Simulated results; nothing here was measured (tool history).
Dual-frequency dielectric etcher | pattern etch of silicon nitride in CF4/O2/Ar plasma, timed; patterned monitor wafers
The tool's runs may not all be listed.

run,day,source power (W),bias power (W),Ar flow (sccm),CF4 flow (sccm),etch time (s),mean etch depth across the wafer (nm)
1,0,680,48,130,135,288,722.92
2,0.329,680,48,130,135,288,717.87
3,0.667,610,47,131,135,288,642.83
4,1.025,570,47,131,135,288,600.61
5,1.383,570,55,131,135,288,628.03
6,1.475,530,55,131,135,288,582.71
7,1.85,510,55,131,135,288,559.46
8,2.096,500,55,131,135,288,548.32

Run 9, settings as shown, results not yet in. Your forecast:
9,2.329,490,55,131,135,288,?

mean etch depth across the wafer (nm): 536.94
